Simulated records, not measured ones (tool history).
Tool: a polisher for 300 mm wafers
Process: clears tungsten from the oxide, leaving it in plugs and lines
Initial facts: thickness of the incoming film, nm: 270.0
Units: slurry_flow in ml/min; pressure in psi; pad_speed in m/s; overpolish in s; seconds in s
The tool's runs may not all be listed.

{"run": 1, "hour": 0.0, "slurry_flow": 285, "pressure": 3.8, "pad_speed": 1.02, "slurry_solids": 1, "overpolish": 26, "seconds": 58.288}
{"run": 2, "hour": 6.1, "slurry_flow": 285, "pressure": 3.8, "pad_speed": 1.02, "slurry_solids": 1, "overpolish": 28, "seconds": 57.676}
{"run": 3, "hour": 12.5, "slurry_flow": 285, "pressure": 3.8, "pad_speed": 1.02, "slurry_solids": 1, "overpolish": 26, "seconds": 58.281}
{"run": 4, "hour": 21.2, "slurry_flow": 285, "pressure": 3.5, "pad_speed": 1.02, "slurry_solids": 1, "overpolish": 26, "seconds": 60.853}
{"run": 5, "hour": 25.6, "slurry_flow": 285, "pressure": 3.2, "pad_speed": 1, "slurry_solids": 1, "overpolish": 26, "seconds": 68.954}
{"run": 6, "hour": 34.1, "slurry_flow": 285, "pressure": 3.8, "pad_speed": 1, "slurry_solids": 1, "overpolish": 26, "seconds": 60.177}
{"run": 7, "hour": 39.8, "slurry_flow": 285, "pressure": 3.5, "pad_speed": 0.98, "slurry_solids": 1, "overpolish": 26, "seconds": 64.096}

Forecast run 8:
{"run": 8, "hour": 46.3, "slurry_flow": 285, "pressure": 3.2, "pad_speed": 0.96, "slurry_solids": 1, "overpolish": 26, "seconds": "?"}

Run 8 produced seconds 73.658 s.
